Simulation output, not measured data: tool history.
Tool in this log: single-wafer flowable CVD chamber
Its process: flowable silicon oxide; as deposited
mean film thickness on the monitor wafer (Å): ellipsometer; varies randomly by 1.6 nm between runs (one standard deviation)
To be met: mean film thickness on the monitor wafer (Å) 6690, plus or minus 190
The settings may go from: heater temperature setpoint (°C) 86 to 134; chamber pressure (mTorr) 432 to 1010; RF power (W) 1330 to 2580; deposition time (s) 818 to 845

run	day	heater temperature setpoint (°C)	chamber pressure (mTorr)	RF power (W)	deposition time (s)	mean film thickness on the monitor wafer (Å)
1	0	110	721	1955	818	2981.2
2	0.146	110	773	1955	818	3181.8
3	0.396	110	725	1955	818	2981.7
4	0.65	105	732	1955	818	3480
5	0.888	101	745	1960	818	3983.5
6	1.129	101	745	2235	818	4151.8
7	1.45	98	750	2235	818	4535.2
8	1.796	95	756	2235	818	4978.7
9	2.1	93	761	2235	818	5336.9
10	2.408	92	764	2235	818	5474.3
11	2.488	91	768	2235	818	5690
12	2.617	90	771	2235	818	5885.7
13	2.775	89	773	2235	818	6062.1
14	2.983	88	775	2235	818	6283.4

Pick the move, out of 4, that brings all results within their allowed miss; only one does.
A	3.192	89	896	2210	845	?
B	3.192	90	859	2570	818	?
C	3.192	92	770	2255	818	?
D	3.192	89	772	2160	835	?

move	mean film thickness on the monitor wafer (Å)
A	7201.4
B	6661.7
C	5530.5
D	6128.9
A: carries the result that was furthest off beyond its target, to the other side
B: all results in spec
C: the biggest miss grows against the last run
D: the biggest miss grows against the last run
Move B is the one to make.
